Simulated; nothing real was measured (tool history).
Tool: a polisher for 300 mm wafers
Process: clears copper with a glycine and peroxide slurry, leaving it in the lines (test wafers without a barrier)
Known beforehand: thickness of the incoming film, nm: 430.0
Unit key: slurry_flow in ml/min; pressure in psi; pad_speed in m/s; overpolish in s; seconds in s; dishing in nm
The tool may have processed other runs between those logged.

run	hour	slurry_flow	pressure	pad_speed	overpolish	seconds	dishing
1	0.0	320	2.3	1.24	29	56.150	103.67
2	2.4	320	2.3	1.24	28	57.095	101.11
3	3.2	320	2.3	1.24	38	56.997	123.83
4	3.9	285	2.3	1.24	38	57.746	119.09
5	11.4	285	2.4	1.24	36	55.261	120.22
6	14.8	285	2.4	1.44	36	49.633	121.93
7	19.4	285	2.4	1.44	35	48.768	124.03
8	20.1	285	2.4	1.44	34	49.520	119.34
9	21.9	285	2.4	1.44	33	49.118	122.39
10	26.4	285	2.4	1.44	32	47.964	118.95

Run 11 has not been measured yet. What should we expect?
11	28.7	285	2.4	1.44	31	?	?

{"run 11": {"seconds": 49.448, "dishing": 116.75}}
